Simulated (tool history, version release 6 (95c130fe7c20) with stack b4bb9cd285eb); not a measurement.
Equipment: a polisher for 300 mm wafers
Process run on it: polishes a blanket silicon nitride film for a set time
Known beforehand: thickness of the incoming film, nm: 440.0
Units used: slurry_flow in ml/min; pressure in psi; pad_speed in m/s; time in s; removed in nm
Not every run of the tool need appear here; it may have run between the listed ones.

run,hour,slurry_flow,pressure,pad_speed,time,removed
1,0,120,2.6,1.34,50,69.727
2,0.7,120,2.7,1.34,50,72.237
3,4.3,120,2.8,1.34,50,75.685
4,11.9,120,2.9,1.34,50,75.112
5,19.4,140,2.9,1.34,50,80.372
6,23,140,3,1.34,50,81.641

Predict the results of run 7:
7,25.5,140,3.1,1.34,50,?

Run 7 came out at removed 86.904 nm.

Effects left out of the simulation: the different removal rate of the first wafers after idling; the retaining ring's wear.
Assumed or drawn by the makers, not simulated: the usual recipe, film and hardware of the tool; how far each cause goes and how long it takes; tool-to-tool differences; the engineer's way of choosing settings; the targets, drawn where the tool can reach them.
